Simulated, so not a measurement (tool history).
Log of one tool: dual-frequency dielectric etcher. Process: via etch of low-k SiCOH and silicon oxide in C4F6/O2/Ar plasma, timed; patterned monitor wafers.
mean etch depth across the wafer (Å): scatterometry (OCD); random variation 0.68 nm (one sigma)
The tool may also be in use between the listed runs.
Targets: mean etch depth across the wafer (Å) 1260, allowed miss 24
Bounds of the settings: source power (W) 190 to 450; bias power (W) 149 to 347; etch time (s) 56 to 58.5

run	hour	source power (W)	bias power (W)	etch time (s)	mean etch depth across the wafer (Å)
1	0	320	248	56	1457.1
2	2.8	320	273	56	1516.6
3	3.4	320	273	56	1522
4	12.1	280	263	56	1436.2
5	18.2	280	219	56	1362
6	23.2	280	219	58.5	1412.4
7	24.9	280	219	58.5	1424.4
8	33.2	260	209	58.5	1353.9
9	36.6	240	207	58.5	1320.1
10	41.3	230	206	58.5	1321.9

Which of these 5 next moves meets every target?
A	46	230	204	56.5	?
B	46	200	251	58.5	?
C	46	270	211	56.5	?
D	46	240	194	58.5	?
E	46	240	216	57	?

move	mean etch depth across the wafer (Å)
A	1268
B	1361.1
C	1337.3
D	1305.4
E	1318.2
A: meets every target
B: further off than the last run
C: further off than the last run
D: nearer than the last run, and not there yet
E: nearer than the last run, and not there yet
Move A is the one to make.
